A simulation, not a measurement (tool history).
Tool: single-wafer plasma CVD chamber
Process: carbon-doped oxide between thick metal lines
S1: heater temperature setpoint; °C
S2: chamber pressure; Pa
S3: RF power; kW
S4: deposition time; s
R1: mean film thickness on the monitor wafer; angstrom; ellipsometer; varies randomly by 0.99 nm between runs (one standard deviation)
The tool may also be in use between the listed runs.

run,day,S1,S2,S3,S4,R1
1,0.000,360,845,0.385,54.6,2530.1
2,0.221,354,845,0.385,54.6,2560.1
3,0.596,352,891,0.400,54.6,2650.3
4,0.754,351,912,0.410,54.6,2712.5
5,0.817,351,797,0.410,54.6,2670.2
6,0.867,361,797,0.410,54.6,2605.1
7,1.083,358,857,0.420,54.6,2711.0
8,1.179,356,899,0.425,54.6,2744.9

For run 9, what comes out?
9,1.512,354,924,0.430,54.6,?

R1: 2801.0 angstrom

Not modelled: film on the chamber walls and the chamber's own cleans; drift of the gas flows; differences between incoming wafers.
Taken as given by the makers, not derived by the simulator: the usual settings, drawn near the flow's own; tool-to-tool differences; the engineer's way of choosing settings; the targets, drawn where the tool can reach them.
